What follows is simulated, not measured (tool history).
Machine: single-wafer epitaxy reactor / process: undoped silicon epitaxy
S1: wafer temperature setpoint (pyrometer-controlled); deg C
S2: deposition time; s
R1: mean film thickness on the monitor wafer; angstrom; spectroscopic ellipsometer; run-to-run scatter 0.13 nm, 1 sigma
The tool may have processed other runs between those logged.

run,hour,S1,S2,R1
1,0.0,630,193,192.21
2,7.2,630,221,220.48
3,14.4,634,221,240.10
4,22.4,637,221,256.48
5,29.5,639,221,269.01
6,31.7,633,221,234.05
7,32.9,636,221,251.71
8,40.8,638,221,262.56

Predict the results of run 9:
9,43.2,644,221,?

R1: 300.76 angstrom
